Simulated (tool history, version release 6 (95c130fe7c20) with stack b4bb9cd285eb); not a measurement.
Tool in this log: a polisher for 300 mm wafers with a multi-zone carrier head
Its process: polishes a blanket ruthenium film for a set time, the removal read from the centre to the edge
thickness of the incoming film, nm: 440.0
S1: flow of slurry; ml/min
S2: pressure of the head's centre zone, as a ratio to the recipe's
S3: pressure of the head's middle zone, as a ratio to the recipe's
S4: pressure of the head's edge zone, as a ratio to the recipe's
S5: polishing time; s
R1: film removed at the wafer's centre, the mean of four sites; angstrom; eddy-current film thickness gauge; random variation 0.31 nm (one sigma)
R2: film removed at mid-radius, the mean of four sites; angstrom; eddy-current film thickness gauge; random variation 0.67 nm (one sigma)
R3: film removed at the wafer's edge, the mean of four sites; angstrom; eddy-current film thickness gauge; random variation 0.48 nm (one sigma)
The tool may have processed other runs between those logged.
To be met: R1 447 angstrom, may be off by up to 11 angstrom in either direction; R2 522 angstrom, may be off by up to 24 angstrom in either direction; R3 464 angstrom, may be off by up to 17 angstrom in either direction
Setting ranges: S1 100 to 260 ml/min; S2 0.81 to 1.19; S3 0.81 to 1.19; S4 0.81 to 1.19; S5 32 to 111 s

| run | hour | S1 | S2 | S3 | S4 | S5 | R1 | R2 | R3 |
|---|---|---|---|---|---|---|---|---|---|
| 1 | 0 | 165 | 1 | 1 | 1 | 71 | 589.95 | 587.48 | 601.63 |
| 2 | 5 | 165 | 0.92 | 1 | 1 | 71 | 543.55 | 584.89 | 600.27 |
| 3 | 13.1 | 165 | 0.92 | 1 | 1.08 | 71 | 536.56 | 598.46 | 627.21 |
| 4 | 20.6 | 165 | 0.92 | 1 | 1.08 | 81 | 618.35 | 686.94 | 730.1 |
| 5 | 23.3 | 165 | 0.92 | 1 | 1.08 | 75 | 570.05 | 630.13 | 665.55 |
| 6 | 30.1 | 165 | 0.86 | 1 | 1.08 | 75 | 531.96 | 618.27 | 665.45 |
| 7 | 34.2 | 165 | 0.86 | 1.01 | 1.05 | 73 | 516.47 | 589.88 | 641.44 |
| 8 | 40.8 | 165 | 0.87 | 1.03 | 1.03 | 71 | 513.88 | 595.32 | 624.78 |
| 9 | 47.1 | 165 | 0.88 | 1.05 | 1 | 69 | 502.82 | 592.02 | 584.9 |
| 10 | 50.6 | 160 | 0.88 | 1.05 | 0.98 | 68 | 495.3 | 579.65 | 569 |
| 11 | 51.2 | 130 | 0.9 | 1.09 | 0.88 | 59 | 414.31 | 491.7 | 457.06 |
| 12 | 59.8 | 135 | 0.9 | 1.09 | 0.88 | 59 | 419.18 | 498.43 | 453.96 |
| 13 | 67.2 | 140 | 0.9 | 1.09 | 0.88 | 59 | 428.85 | 494.74 | 462.14 |
| 14 | 72.3 | 140 | 0.9 | 1.1 | 0.88 | 59 | 416.68 | 488.27 | 463.75 |
| 15 | 81 | 135 | 0.91 | 1.11 | 0.87 | 60 | 429.66 | 507.45 | 473.5 |
| 16 | 83.2 | 140 | 0.91 | 1.11 | 0.86 | 60 | 434.84 | 518.73 | 468.03 |

Exactly one of the 4 candidate moves below puts every result within its allowed miss. Which one?
| A | 85.4 | 140 | 0.9 | 1.17 | 0.89 | 59 | ? | ? | ? |
| B | 85.4 | 170 | 0.94 | 1.05 | 0.81 | 54 | ? | ? | ? |
| C | 85.4 | 205 | 0.94 | 1.08 | 0.83 | 52 | ? | ? | ? |
| D | 85.4 | 170 | 0.92 | 1.12 | 0.86 | 58 | ? | ? | ? |

| move | R1 | R2 | R3 |
|---|---|---|---|
| A | 423.01 | 521.4 | 465.53 |
| B | 423.07 | 462.7 | 420.7 |
| C | 421.94 | 468.19 | 419.04 |
| D | 444.83 | 518.39 | 463.99 |
A: its largest miss is bigger than the last run's
B: its largest miss is bigger than the last run's
C: its largest miss is bigger than the last run's
D: all results land within tolerance of their targets
Go with D: it meets all targets.
